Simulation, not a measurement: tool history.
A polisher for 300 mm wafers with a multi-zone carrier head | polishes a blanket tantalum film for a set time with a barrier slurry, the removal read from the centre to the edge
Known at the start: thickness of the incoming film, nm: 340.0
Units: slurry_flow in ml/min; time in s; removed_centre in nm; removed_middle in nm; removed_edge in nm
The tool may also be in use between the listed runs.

| run | hour | slurry_flow | centre_zone | middle_zone | edge_zone | slurry_solids | time | removed_centre | removed_middle | removed_edge |
|---|---|---|---|---|---|---|---|---|---|---|
| 1 | 0.0 | 200 | 1.00 | 1.00 | 1.00 | 1.00 | 74 | 99.584 | 102.090 | 98.782 |
| 2 | 7.9 | 200 | 1.03 | 1.00 | 1.00 | 1.00 | 74 | 103.280 | 101.870 | 97.634 |
| 3 | 10.1 | 180 | 1.03 | 1.00 | 1.00 | 1.00 | 74 | 100.390 | 100.040 | 96.953 |
| 4 | 15.8 | 205 | 1.03 | 1.00 | 1.00 | 1.00 | 74 | 102.880 | 100.900 | 98.117 |
| 5 | 24.1 | 190 | 0.97 | 0.98 | 0.96 | 0.85 | 73 | 88.274 | 94.254 | 90.727 |
| 6 | 29.4 | 190 | 0.97 | 0.98 | 0.96 | 0.85 | 90 | 110.780 | 113.800 | 110.990 |
| 7 | 35.9 | 190 | 0.97 | 0.98 | 0.96 | 0.85 | 90 | 111.520 | 116.700 | 111.360 |

Run 8 comes next. What will it give?
| 8 | 41.4 | 190 | 0.97 | 0.98 | 0.96 | 0.85 | 90 | ? | ? | ? |

{"run 8": {"removed_centre": 112.42, "removed_middle": 116.42, "removed_edge": 112.37}}

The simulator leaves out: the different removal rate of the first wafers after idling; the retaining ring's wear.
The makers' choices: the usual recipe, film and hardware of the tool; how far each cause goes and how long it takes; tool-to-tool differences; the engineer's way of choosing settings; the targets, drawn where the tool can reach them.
